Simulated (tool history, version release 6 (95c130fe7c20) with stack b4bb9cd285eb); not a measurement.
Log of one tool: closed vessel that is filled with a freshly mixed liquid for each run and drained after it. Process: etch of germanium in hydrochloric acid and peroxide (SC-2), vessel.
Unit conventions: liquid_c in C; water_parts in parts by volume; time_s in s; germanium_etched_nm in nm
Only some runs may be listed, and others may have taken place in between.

Run 1, hour 0: liquid_c 50 C, water_parts 8 parts by volume, time_s 85 s. Result: germanium_etched_nm 279.58 nm.
Run 2, hour 2.1: liquid_c 51.5 C, water_parts 8 parts by volume, time_s 85 s. Result: germanium_etched_nm 295.45 nm.
Run 3, hour 8.1: liquid_c 53 C, water_parts 8 parts by volume, time_s 85 s. Result: germanium_etched_nm 306.2 nm.
Run 4, hour 11: liquid_c 54.5 C, water_parts 8 parts by volume, time_s 85 s. Result: germanium_etched_nm 318.74 nm.
Run 5, hour 14.4: liquid_c 54.5 C, water_parts 6 parts by volume, time_s 85 s. Result: germanium_etched_nm 330.08 nm.
Run 6, hour 20.1: liquid_c 52 C, water_parts 6 parts by volume, time_s 85 s. Result: germanium_etched_nm 301.3 nm.

Run 7 comes next. What will it give?
Run 7, hour 23.7: liquid_c 53.5 C, water_parts 6 parts by volume, time_s 85 s. Result: germanium_etched_nm ?.

Run 7 gave germanium_etched_nm 316.13 nm.

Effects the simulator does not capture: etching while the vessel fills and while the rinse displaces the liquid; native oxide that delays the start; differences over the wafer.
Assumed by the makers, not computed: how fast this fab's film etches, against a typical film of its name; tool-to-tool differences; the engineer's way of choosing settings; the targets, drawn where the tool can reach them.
